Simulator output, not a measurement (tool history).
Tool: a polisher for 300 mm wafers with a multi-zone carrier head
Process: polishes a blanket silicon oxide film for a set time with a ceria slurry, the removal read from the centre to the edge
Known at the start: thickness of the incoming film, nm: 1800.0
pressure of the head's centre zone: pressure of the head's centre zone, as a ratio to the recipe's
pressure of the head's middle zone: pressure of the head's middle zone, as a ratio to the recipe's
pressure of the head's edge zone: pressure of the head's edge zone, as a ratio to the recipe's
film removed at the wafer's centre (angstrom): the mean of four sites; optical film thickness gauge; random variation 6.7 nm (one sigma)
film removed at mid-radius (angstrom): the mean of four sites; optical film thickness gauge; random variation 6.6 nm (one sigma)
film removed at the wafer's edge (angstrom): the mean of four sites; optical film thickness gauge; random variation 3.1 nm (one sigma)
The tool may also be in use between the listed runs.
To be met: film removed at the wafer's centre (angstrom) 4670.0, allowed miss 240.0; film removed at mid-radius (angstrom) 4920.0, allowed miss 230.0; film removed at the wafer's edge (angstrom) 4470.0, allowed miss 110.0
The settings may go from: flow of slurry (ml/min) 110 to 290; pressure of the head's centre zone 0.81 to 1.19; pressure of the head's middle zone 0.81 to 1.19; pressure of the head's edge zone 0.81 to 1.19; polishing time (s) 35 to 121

run,day,flow of slurry (ml/min),pressure of the head's centre zone,pressure of the head's middle zone,pressure of the head's edge zone,polishing time (s),film removed at the wafer's centre (angstrom),film removed at mid-radius (angstrom),film removed at the wafer's edge (angstrom)
1,0.000,185,1.00,1.00,1.00,78,3807.5,3838.6,3952.2
2,0.050,200,1.02,1.04,1.02,79,4059.8,3981.2,4046.0
3,0.162,200,1.02,1.04,1.02,64,3298.7,3292.4,3250.8
4,0.275,200,1.02,1.04,1.02,74,3829.2,3792.0,3747.8
5,0.425,235,1.02,1.04,1.02,74,3853.4,3846.5,3802.6
6,0.633,235,1.02,1.07,1.02,74,3863.9,3927.1,3827.0
7,0.762,240,1.03,1.10,1.02,77,3991.6,4212.5,3986.3
8,1.138,245,1.05,1.12,1.03,79,4340.3,4318.3,4049.8
9,1.246,250,1.05,1.14,1.04,81,4418.4,4484.7,4250.6
10,1.508,275,1.06,1.19,1.01,84,4584.2,4962.5,4346.2

5 next moves are on the table. One of them brings every result within its allowed miss. Which?
A,1.771,280,1.00,1.12,1.08,88,?,?,?
B,1.771,280,1.04,1.14,1.03,86,?,?,?
C,1.771,290,1.09,1.19,1.02,93,?,?,?
D,1.771,260,1.10,1.10,1.09,89,?,?,?
E,1.771,250,1.00,1.19,1.04,91,?,?,?

move,film removed at the wafer's centre (angstrom),film removed at mid-radius (angstrom),film removed at the wafer's edge (angstrom)
A,4672.5,4994.2,4728.8
B,4751.0,4954.8,4512.8
C,5407.6,5576.9,4865.5
D,5160.7,4935.9,4780.6
E,4776.2,5383.0,4755.5
A: takes the result that was furthest off past its target
B: meets every target
C: takes the result that was furthest off past its target
D: takes the result that was furthest off past its target
E: takes the result that was furthest off past its target
Answer: B
